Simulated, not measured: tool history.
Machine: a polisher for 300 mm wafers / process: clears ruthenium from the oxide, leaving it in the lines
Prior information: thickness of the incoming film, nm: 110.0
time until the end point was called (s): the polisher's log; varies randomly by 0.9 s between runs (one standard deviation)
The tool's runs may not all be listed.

run,day,flow of slurry (ml/min),pressure of the wafer on the pad (kPa),speed of the pad under the wafer (m/s),overpolish time after the end point (s),time until the end point was called (s)
1,0,250,15.2,0.88,5,104.66
2,0.317,250,17.9,0.88,5,90.357
3,0.45,250,18.6,0.88,5,86.278
4,0.625,250,19.3,0.88,5,83.912
5,0.771,250,20,0.88,5,80.735
6,0.971,250,18.6,0.88,5,87.183

Predict the results of run 7:
7,1.021,250,19.3,0.88,5,?

{"run 7": {"time until the end point was called (s)": 84.956}}
